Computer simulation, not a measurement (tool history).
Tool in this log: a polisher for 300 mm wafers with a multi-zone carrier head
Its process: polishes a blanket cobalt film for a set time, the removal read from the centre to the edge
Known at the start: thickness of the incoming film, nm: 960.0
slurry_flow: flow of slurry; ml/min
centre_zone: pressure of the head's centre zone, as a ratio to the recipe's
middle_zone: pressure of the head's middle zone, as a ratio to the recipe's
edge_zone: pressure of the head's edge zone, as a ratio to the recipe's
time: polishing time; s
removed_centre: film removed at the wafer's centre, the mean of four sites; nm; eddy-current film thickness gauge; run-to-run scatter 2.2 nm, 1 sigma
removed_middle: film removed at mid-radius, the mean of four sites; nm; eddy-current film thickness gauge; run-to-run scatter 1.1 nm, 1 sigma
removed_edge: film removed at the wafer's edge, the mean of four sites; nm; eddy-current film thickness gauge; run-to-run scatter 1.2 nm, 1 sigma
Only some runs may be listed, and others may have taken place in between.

run	hour	slurry_flow	centre_zone	middle_zone	edge_zone	time	removed_centre	removed_middle	removed_edge
1	0.0	315	1.00	1.00	1.00	40	241.99	232.67	232.21
2	7.8	315	1.00	1.00	1.06	40	233.96	233.19	236.72
3	9.4	310	0.98	0.96	1.02	34	195.93	190.66	195.77
4	13.6	300	0.96	0.91	0.99	32	180.25	169.89	184.95
5	19.1	300	0.91	0.91	0.99	32	172.34	168.80	183.95
6	21.9	300	0.92	0.89	0.95	30	160.68	156.07	169.95
7	28.3	300	0.94	0.87	0.91	29	159.33	147.08	158.76
8	35.5	295	0.93	0.85	0.89	29	158.38	145.05	156.95

Predict the results of run 9:
9	40.9	275	0.92	0.81	0.86	27	?	?	?

{"run 9": {"removed_centre": 149.07, "removed_middle": 128.15, "removed_edge": 143.86}}
